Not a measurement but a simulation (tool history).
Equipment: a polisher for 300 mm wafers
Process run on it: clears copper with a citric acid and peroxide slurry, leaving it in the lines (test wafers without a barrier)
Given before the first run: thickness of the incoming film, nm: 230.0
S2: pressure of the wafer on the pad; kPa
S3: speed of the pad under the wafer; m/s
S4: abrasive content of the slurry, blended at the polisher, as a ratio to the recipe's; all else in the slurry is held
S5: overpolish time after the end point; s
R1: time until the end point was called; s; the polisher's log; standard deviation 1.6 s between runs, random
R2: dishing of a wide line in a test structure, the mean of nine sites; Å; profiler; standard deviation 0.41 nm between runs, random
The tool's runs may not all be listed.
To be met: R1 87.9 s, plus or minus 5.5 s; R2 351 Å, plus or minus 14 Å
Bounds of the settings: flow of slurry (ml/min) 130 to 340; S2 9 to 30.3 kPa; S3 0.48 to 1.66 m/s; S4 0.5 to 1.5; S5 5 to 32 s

{"run": 1, "hour": 0.0, "flow of slurry (ml/min)": 220, "S2": 19.3, "S3": 1.06, "S4": 1, "S5": 16, "R1": 110.48, "R2": 243.8}
{"run": 2, "hour": 2.3, "flow of slurry (ml/min)": 220, "S2": 20.7, "S3": 1.06, "S4": 1, "S5": 17, "R1": 109.7, "R2": 271.09}
{"run": 3, "hour": 7.9, "flow of slurry (ml/min)": 220, "S2": 22.1, "S3": 1.06, "S4": 1, "S5": 17, "R1": 97.055, "R2": 287.33}
{"run": 4, "hour": 11.5, "flow of slurry (ml/min)": 220, "S2": 22.8, "S3": 1.06, "S4": 1, "S5": 18, "R1": 98.558, "R2": 305.13}
{"run": 5, "hour": 17.4, "flow of slurry (ml/min)": 220, "S2": 22.8, "S3": 1.06, "S4": 0.8, "S5": 18, "R1": 101.94, "R2": 294.04}
{"run": 6, "hour": 19.2, "flow of slurry (ml/min)": 220, "S2": 23.4, "S3": 1.06, "S4": 0.8, "S5": 18, "R1": 99.513, "R2": 307.29}
{"run": 7, "hour": 24.1, "flow of slurry (ml/min)": 220, "S2": 24.1, "S3": 1.06, "S4": 0.8, "S5": 18, "R1": 95.308, "R2": 315.17}
{"run": 8, "hour": 27.8, "flow of slurry (ml/min)": 220, "S2": 24.8, "S3": 1.06, "S4": 0.8, "S5": 18, "R1": 90.155, "R2": 315.79}

4 candidate next runs follow, results not yet known. Just one meets every target within its allowed miss. Identify it.
{"run": "A", "hour": 31.5, "flow of slurry (ml/min)": 185, "S2": 22.1, "S3": 1.34, "S4": 0.75, "S5": 21, "R1": "?", "R2": "?"}
{"run": "B", "hour": 31.5, "flow of slurry (ml/min)": 215, "S2": 28.3, "S3": 1.02, "S4": 0.8, "S5": 19, "R1": "?", "R2": "?"}
{"run": "C", "hour": 31.5, "flow of slurry (ml/min)": 205, "S2": 28.3, "S3": 1.2, "S4": 0.75, "S5": 18, "R1": "?", "R2": "?"}
{"run": "D", "hour": 31.5, "flow of slurry (ml/min)": 180, "S2": 24.8, "S3": 0.96, "S4": 0.9, "S5": 20, "R1": "?", "R2": "?"}

move=A R1=86.147 R2=383.29
move=B R1=85.225 R2=359.48
move=C R1=75.006 R2=381.97
move=D R1=101.63 R2=322.41
A: takes the biggest miss from the last run beyond its target
B: hits every target within its allowed miss
C: takes the biggest miss from the last run beyond its target
D: as far off as the last run
Correct choice: B, which meets every target
